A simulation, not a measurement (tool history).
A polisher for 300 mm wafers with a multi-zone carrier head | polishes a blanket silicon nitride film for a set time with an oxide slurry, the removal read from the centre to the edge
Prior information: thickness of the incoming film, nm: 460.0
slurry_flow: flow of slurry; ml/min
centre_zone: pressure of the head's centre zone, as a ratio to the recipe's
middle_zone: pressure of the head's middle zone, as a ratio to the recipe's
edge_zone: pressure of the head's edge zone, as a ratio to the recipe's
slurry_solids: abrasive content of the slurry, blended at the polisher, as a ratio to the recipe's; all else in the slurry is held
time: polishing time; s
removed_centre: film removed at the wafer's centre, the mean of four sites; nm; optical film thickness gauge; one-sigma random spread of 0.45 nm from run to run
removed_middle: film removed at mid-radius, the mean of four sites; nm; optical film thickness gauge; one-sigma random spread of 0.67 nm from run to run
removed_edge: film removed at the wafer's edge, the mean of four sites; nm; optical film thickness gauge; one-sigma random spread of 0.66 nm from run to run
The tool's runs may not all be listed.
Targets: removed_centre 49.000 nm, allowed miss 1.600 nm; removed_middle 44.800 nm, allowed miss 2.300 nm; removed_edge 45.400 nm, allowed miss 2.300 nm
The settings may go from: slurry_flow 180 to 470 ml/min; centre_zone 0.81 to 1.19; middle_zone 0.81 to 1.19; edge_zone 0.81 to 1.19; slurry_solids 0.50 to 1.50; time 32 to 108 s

| run | hour | slurry_flow | centre_zone | middle_zone | edge_zone | slurry_solids | time | removed_centre | removed_middle | removed_edge |
|---|---|---|---|---|---|---|---|---|---|---|
| 1 | 0.0 | 300 | 1.00 | 1.00 | 1.00 | 1.00 | 70 | 34.120 | 35.240 | 33.890 |
| 2 | 1.2 | 300 | 1.00 | 1.00 | 1.00 | 0.85 | 70 | 33.299 | 33.005 | 33.248 |
| 3 | 8.4 | 300 | 1.00 | 1.00 | 1.00 | 0.85 | 56 | 26.615 | 26.767 | 25.960 |
| 4 | 11.8 | 300 | 1.02 | 0.99 | 1.02 | 0.95 | 60 | 30.056 | 28.668 | 29.389 |
| 5 | 18.7 | 300 | 1.04 | 1.01 | 1.04 | 1.05 | 62 | 32.714 | 31.974 | 32.116 |
| 6 | 22.0 | 300 | 1.04 | 1.01 | 1.04 | 1.25 | 62 | 33.832 | 32.331 | 33.617 |
| 7 | 27.1 | 305 | 1.07 | 1.03 | 1.05 | 1.30 | 64 | 36.208 | 35.463 | 34.523 |
| 8 | 30.1 | 305 | 1.08 | 1.03 | 1.06 | 1.35 | 66 | 38.645 | 36.936 | 37.209 |
|  | 33.0 | worn pad replaced by a new one |
| 9 | 33.0 | 325 | 1.18 | 1.13 | 1.14 | 1.50 | 71 | 51.419 | 46.997 | 44.063 |
| 10 | 40.1 | 320 | 1.17 | 1.12 | 1.14 | 1.50 | 71 | 49.824 | 47.522 | 45.928 |
| 11 | 47.1 | 320 | 1.17 | 1.11 | 1.14 | 1.50 | 71 | 50.180 | 47.719 | 46.320 |

4 candidate next runs follow, results not yet known. Just one meets every target within its allowed miss. Identify it.
| A | 54.1 | 320 | 1.18 | 1.07 | 1.19 | 1.45 | 70 | ? | ? | ? |
| B | 54.1 | 335 | 1.19 | 0.95 | 1.18 | 1.45 | 71 | ? | ? | ? |
| C | 54.1 | 300 | 1.13 | 0.88 | 1.19 | 1.50 | 76 | ? | ? | ? |
| D | 54.1 | 340 | 1.18 | 0.93 | 1.13 | 1.35 | 75 | ? | ? | ? |

| move | removed_centre | removed_middle | removed_edge |
|---|---|---|---|
| A | 49.333 | 44.449 | 44.828 |
| B | 50.635 | 40.925 | 45.512 |
| C | 51.371 | 41.114 | 49.042 |
| D | 52.052 | 41.687 | 46.334 |
A: hits every target within its allowed miss
B: pushes the last run's worst result past its target
C: pushes the last run's worst result past its target
D: pushes the last run's worst result past its target
Move A is the one to make.
